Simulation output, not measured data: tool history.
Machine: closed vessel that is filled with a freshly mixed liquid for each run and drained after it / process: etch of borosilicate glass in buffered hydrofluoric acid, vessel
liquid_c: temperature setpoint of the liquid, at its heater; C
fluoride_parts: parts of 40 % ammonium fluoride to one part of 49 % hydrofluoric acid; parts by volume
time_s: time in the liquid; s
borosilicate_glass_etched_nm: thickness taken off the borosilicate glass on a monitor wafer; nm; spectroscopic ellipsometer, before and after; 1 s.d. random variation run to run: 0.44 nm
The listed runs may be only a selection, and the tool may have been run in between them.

| run | hour | liquid_c | fluoride_parts | time_s | borosilicate_glass_etched_nm |
|---|---|---|---|---|---|
| 1 | 0.0 | 25.0 | 18.0 | 30 | 22.632 |
| 2 | 8.4 | 25.0 | 18.0 | 30 | 22.611 |
| 3 | 10.2 | 25.0 | 14.5 | 30 | 27.950 |
| 4 | 12.7 | 26.0 | 14.0 | 30 | 30.651 |
| 5 | 15.0 | 29.5 | 14.0 | 30 | 36.538 |
| 6 | 16.6 | 30.0 | 13.5 | 30 | 39.101 |
| 7 | 24.5 | 30.0 | 13.5 | 30 | 39.024 |
| 8 | 30.1 | 30.5 | 13.0 | 30 | 42.227 |
| 9 | 37.7 | 32.0 | 9.5 | 30 | 60.282 |

Expected results for the next run?
| 10 | 42.1 | 31.0 | 9.5 | 30 | ? |

borosilicate_glass_etched_nm: 56.941 nm
